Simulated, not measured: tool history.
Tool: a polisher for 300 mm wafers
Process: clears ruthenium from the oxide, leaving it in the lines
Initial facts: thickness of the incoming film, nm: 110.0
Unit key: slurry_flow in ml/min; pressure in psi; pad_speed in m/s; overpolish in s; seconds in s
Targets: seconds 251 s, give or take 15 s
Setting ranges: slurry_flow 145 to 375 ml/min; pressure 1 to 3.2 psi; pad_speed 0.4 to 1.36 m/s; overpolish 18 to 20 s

run	day	slurry_flow	pressure	pad_speed	overpolish	seconds
1	0	240	2.1	0.88	18	115.49
2	0.142	300	2.1	0.88	18	109.51
3	0.196	295	1.9	0.84	18	126.7
4	0.221	295	1.9	0.72	18	146.67
5	0.512	295	1.8	0.7	18	154.9
# day 0.754: worn pad replaced by a new one
6	0.754	295	1.8	0.88	18	119.99
7	1.083	290	1.7	0.82	18	131.69
8	1.292	290	1.6	0.76	18	154.28
9	1.608	290	1.5	0.72	18	171.65
10	1.908	285	1.4	0.7	18	188.42
11	2.15	280	1.3	0.7	18	204.24
12	2.308	270	1.3	0.7	18	204.78
13	2.35	260	1.3	0.7	18	207.71
14	2.542	250	1.3	0.7	18	208.51
15	2.696	245	1.3	0.7	18	206.79
16	2.808	240	1.3	0.7	18	212.18
17	3	235	1.3	0.7	18	207.87

Of the 4 settings listed for the next run, only one would bring every result within its allowed miss of target. Which one?
A	3.192	240	1.3	0.7	18	?
B	3.192	275	1	0.6	18	?
C	3.192	245	1.3	0.68	18	?
D	3.192	215	1.2	0.62	20	?

move	seconds
A	211.41
B	306.95
C	216.55
D	258.45
A: gains on the last run, yet a result remains outside its allowed miss
B: carries the result that was furthest off beyond its target, to the other side
C: gains on the last run, yet a result remains outside its allowed miss
D: each result inside its tolerance
So the answer is move D, the one that meets all the targets.

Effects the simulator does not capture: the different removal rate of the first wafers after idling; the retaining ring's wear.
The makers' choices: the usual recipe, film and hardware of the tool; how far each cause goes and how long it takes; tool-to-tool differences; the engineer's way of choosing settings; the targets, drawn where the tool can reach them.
